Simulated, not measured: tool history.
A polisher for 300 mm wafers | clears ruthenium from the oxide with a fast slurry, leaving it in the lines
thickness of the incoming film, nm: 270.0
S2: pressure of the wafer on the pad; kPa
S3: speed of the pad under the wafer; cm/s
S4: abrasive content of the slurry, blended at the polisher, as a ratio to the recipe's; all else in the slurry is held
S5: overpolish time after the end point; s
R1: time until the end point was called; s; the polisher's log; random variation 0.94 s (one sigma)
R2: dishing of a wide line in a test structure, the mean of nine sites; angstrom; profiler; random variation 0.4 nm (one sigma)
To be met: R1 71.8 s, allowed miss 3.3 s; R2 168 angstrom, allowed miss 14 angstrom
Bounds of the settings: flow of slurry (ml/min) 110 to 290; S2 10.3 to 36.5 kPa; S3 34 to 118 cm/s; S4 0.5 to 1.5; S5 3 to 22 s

run 1 hour=0 | flow_of_slurry_(ml/min)=185 S2=23.4 S3=76 S4=1 S5=11 | R1=80.943 R2=239.6
run 2 hour=6.9 | flow_of_slurry_(ml/min)=185 S2=23.4 S3=76 S4=1 S5=7 | R1=80.755 R2=175.57
run 3 hour=14.6 | flow_of_slurry_(ml/min)=185 S2=19.3 S3=76 S4=1 S5=7 | R1=97.964 R2=147.44
run 4 hour=18 | flow_of_slurry_(ml/min)=210 S2=19.3 S3=76 S4=1 S5=7 | R1=96.309 R2=145.03
run 5 hour=18.8 | flow_of_slurry_(ml/min)=210 S2=20 S3=76 S4=1 S5=7 | R1=93.184 R2=150.84
run 6 hour=20.3 | flow_of_slurry_(ml/min)=210 S2=20.7 S3=76 S4=1 S5=7 | R1=89.365 R2=155.76
run 7 hour=24.9 | flow_of_slurry_(ml/min)=210 S2=21.4 S3=76 S4=1 S5=7 | R1=86.898 R2=160.42
run 8 hour=29 | flow_of_slurry_(ml/min)=210 S2=22.1 S3=76 S4=1 S5=7 | R1=86.49 R2=164.43
run 9 hour=37.8 | flow_of_slurry_(ml/min)=210 S2=22.8 S3=76 S4=1 S5=7 | R1=82.073 R2=168.54
run 10 hour=40.8 | flow_of_slurry_(ml/min)=215 S2=24.1 S3=76 S4=1 S5=6 | R1=76.064 R2=158.37

5 next moves are on the table. One of them brings every result within its allowed miss. Which?
run A hour=43.8 | flow_of_slurry_(ml/min)=225 S2=25.5 S3=74 S4=0.85 S5=6 | R1=? R2=?
run B hour=43.8 | flow_of_slurry_(ml/min)=215 S2=25.5 S3=68 S4=1 S5=7 | R1=? R2=?
run C hour=43.8 | flow_of_slurry_(ml/min)=260 S2=27.6 S3=60 S4=0.95 S5=7 | R1=? R2=?
run D hour=43.8 | flow_of_slurry_(ml/min)=245 S2=23.4 S3=84 S4=0.85 S5=7 | R1=? R2=?
run E hour=43.8 | flow_of_slurry_(ml/min)=215 S2=24.8 S3=74 S4=1.15 S5=6 | R1=? R2=?

move=A R1=81.178 R2=150.24
move=B R1=79.276 R2=174.5
move=C R1=80.279 R2=172.69
move=D R1=79.643 R2=173.83
move=E R1=71.716 R2=166.84
A: further off than the last run
B: further off than the last run
C: further off than the last run
D: further off than the last run
E: meets every target
The right move is E.
